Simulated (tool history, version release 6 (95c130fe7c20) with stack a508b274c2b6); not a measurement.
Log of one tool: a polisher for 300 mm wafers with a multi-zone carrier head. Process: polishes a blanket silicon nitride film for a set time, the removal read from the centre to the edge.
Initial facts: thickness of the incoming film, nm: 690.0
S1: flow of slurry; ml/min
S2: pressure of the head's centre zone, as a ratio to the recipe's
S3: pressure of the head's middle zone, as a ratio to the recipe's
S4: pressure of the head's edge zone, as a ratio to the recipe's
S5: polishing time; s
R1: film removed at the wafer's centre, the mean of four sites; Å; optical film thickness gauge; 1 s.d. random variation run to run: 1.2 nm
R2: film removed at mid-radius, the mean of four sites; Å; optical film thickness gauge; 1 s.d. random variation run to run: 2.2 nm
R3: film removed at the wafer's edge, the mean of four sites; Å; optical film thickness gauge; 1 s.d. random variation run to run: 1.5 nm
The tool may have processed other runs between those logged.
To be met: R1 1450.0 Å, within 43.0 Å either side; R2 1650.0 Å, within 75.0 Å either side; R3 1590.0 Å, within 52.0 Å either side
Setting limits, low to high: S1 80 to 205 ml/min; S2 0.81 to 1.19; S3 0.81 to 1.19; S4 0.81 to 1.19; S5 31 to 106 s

Run 1, hour 0.0: S1 135 ml/min, S2 1.00, S3 1.00, S4 1.00, S5 68 s. Result: R1 1189.5 Å, R2 1193.0 Å, R3 1158.6 Å.
Run 2, hour 4.8: S1 135 ml/min, S2 1.00, S3 1.00, S4 0.93, S5 68 s. Result: R1 1185.5 Å, R2 1189.9 Å, R3 1117.2 Å.
Run 3, hour 6.5: S1 140 ml/min, S2 0.99, S3 1.02, S4 0.98, S5 72 s. Result: R1 1217.0 Å, R2 1274.2 Å, R3 1233.3 Å.
Run 4, hour 13.7: S1 160 ml/min, S2 0.99, S3 1.02, S4 0.98, S5 72 s. Result: R1 1276.8 Å, R2 1294.9 Å, R3 1239.0 Å.
Run 5, hour 19.6: S1 160 ml/min, S2 1.02, S3 1.02, S4 0.98, S5 72 s. Result: R1 1313.6 Å, R2 1277.7 Å, R3 1250.5 Å.
Run 6, hour 25.4: S1 160 ml/min, S2 1.02, S3 1.02, S4 0.98, S5 85 s. Result: R1 1559.0 Å, R2 1518.9 Å, R3 1451.4 Å.
Run 7, hour 27.8: S1 160 ml/min, S2 1.00, S3 1.03, S4 1.00, S5 86 s. Result: R1 1529.8 Å, R2 1557.4 Å, R3 1507.7 Å.
Run 8, hour 33.6: S1 160 ml/min, S2 0.99, S3 1.04, S4 1.01, S5 86 s. Result: R1 1512.7 Å, R2 1579.5 Å, R3 1508.1 Å.

Consider the 4 candidate settings below. Which is the only one whose results all fall within their allowed miss of target?
Run A, hour 39.4: S1 140 ml/min, S2 0.93, S3 1.05, S4 1.04, S5 90 s. Result: R1 ?, R2 ?, R3 ?.
Run B, hour 39.4: S1 155 ml/min, S2 1.05, S3 0.94, S4 1.09, S5 87 s. Result: R1 ?, R2 ?, R3 ?.
Run C, hour 39.4: S1 190 ml/min, S2 1.02, S3 1.09, S4 1.01, S5 85 s. Result: R1 ?, R2 ?, R3 ?.
Run D, hour 39.4: S1 165 ml/min, S2 1.02, S3 0.89, S4 1.18, S5 87 s. Result: R1 ?, R2 ?, R3 ?.

move      R1      R2      R3
   A  1445.3  1629.4  1566.2
   B  1611.5  1466.9  1573.1
   C  1588.4  1670.4  1513.1
   D  1583.7  1419.8  1652.3
A: each result inside its tolerance
B: corrects the largest miss of the last run, while another result sits out of spec
C: misses by more than the last run did
D: moves the result that the last run missed by most past its target, out the other side
Answer: A
